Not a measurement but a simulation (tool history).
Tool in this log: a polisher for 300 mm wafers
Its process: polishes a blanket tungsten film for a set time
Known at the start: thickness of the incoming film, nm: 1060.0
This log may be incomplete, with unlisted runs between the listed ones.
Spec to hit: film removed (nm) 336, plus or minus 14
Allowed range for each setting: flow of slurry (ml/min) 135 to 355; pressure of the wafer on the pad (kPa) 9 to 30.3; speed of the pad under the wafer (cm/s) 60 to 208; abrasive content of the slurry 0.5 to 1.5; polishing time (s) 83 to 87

run  hour  flow of slurry (ml/min)  pressure of the wafer on the pad (kPa)  speed of the pad under the wafer (cm/s)  abrasive content of the slurry  polishing time (s)  film removed (nm)
  1     0                      225                                    19.3                                      134                               1                  83             380.63
  2     8                      225                                    18.6                                      134                               1                  83             364.07
  3  16.1                      225                                    17.9                                      134                               1                  83             350.09
  4  23.8                      225                                    17.9                                      146                               1                  83             388.41
  5  32.6                      225                                    17.2                                      146                               1                  83             373.46
  6  37.3                      255                                    17.2                                      146                               1                  83             383.12
  7  43.5                      250                                    16.5                                      146                               1                  83             363.31
     47.2  -- head pressure recalibrated
  8  47.2                      240                                    15.2                                      146                               1                  83             371.27

Exactly one of the 5 candidate moves below puts every result within its allowed miss. Which one?
  A  50.9                      250                                    16.5                                      130                             0.9                  86                  ?
  B  50.9                      260                                    15.9                                      144                            0.95                  83                  ?
  C  50.9                      275                                    13.1                                      138                               1                  83                  ?
  D  50.9                      205                                    15.2                                      126                            0.95                  83                  ?
  E  50.9                      255                                    15.9                                      126                             1.1                  83                  ?

move  film removed (nm)
   A             363.94
   B             378.05
   C             308.03
   D             309.64
   E             340.99
A: closes in on the targets versus the last run, not all within tolerance yet
B: misses by more than the last run did
C: pushes the last run's worst result past its target
D: pushes the last run's worst result past its target
E: every result within its allowed miss
Go with E: it meets all targets.
